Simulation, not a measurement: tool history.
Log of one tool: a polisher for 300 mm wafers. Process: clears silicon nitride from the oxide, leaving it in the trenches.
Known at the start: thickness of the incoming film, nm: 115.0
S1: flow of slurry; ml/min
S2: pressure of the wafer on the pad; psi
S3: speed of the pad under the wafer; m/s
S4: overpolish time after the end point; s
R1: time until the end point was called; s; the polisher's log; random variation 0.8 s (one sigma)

{"run": 1, "hour": 0.0, "S1": 255, "S2": 2.8, "S3": 1.18, "S4": 4, "R1": 99.211}
{"run": 2, "hour": 4.3, "S1": 255, "S2": 2.8, "S3": 1.18, "S4": 4, "R1": 100.73}
{"run": 3, "hour": 6.4, "S1": 255, "S2": 3.0, "S3": 1.18, "S4": 4, "R1": 93.382}
{"run": 4, "hour": 14.9, "S1": 255, "S2": 2.4, "S3": 1.18, "S4": 4, "R1": 114.28}
{"run": 5, "hour": 16.0, "S1": 255, "S2": 2.4, "S3": 1.18, "S4": 4, "R1": 115.37}
{"run": 6, "hour": 19.1, "S1": 255, "S2": 2.7, "S3": 1.18, "S4": 4, "R1": 102.55}
{"run": 7, "hour": 25.8, "S1": 255, "S2": 2.9, "S3": 1.18, "S4": 4, "R1": 96.953}

The next listed run, before its measurement:
{"run": 8, "hour": 30.2, "S1": 255, "S2": 3.1, "S3": 1.18, "S4": 4, "R1": "?"}

{"run 8": {"R1": 91.311}}
